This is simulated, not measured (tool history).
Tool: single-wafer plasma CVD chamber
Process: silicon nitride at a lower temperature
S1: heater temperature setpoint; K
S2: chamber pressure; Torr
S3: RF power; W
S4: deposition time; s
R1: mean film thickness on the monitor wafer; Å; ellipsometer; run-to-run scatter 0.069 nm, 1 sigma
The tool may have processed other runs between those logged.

| run | day | S1 | S2 | S3 | S4 | R1 |
|---|---|---|---|---|---|---|
| 1 | 0.000 | 628.15 | 1.05 | 340 | 24.2 | 278.88 |
| 2 | 0.283 | 628.15 | 1.01 | 335 | 24.2 | 271.03 |
| 3 | 0.396 | 628.15 | 0.90 | 335 | 24.2 | 260.80 |
| 4 | 0.583 | 628.15 | 0.90 | 300 | 24.2 | 236.37 |
| 5 | 0.796 | 628.15 | 0.89 | 300 | 24.2 | 236.63 |
| 6 | 1.146 | 628.15 | 0.88 | 300 | 24.2 | 234.93 |
| 7 | 1.317 | 628.15 | 0.87 | 300 | 24.2 | 234.21 |
| 8 | 1.679 | 628.15 | 0.86 | 300 | 24.2 | 232.76 |
| 9 | 1.967 | 628.15 | 0.86 | 300 | 24.2 | 232.17 |
|  | 2.275 | thermocouple changed; heater temperature recalibrated |
| 10 | 2.275 | 628.15 | 0.85 | 300 | 24.2 | 232.49 |

What does the tool deliver on the next run?
| 11 | 2.358 | 628.15 | 0.84 | 300 | 24.2 | ? |

For run 11 the tool returned R1 230.11 Å.

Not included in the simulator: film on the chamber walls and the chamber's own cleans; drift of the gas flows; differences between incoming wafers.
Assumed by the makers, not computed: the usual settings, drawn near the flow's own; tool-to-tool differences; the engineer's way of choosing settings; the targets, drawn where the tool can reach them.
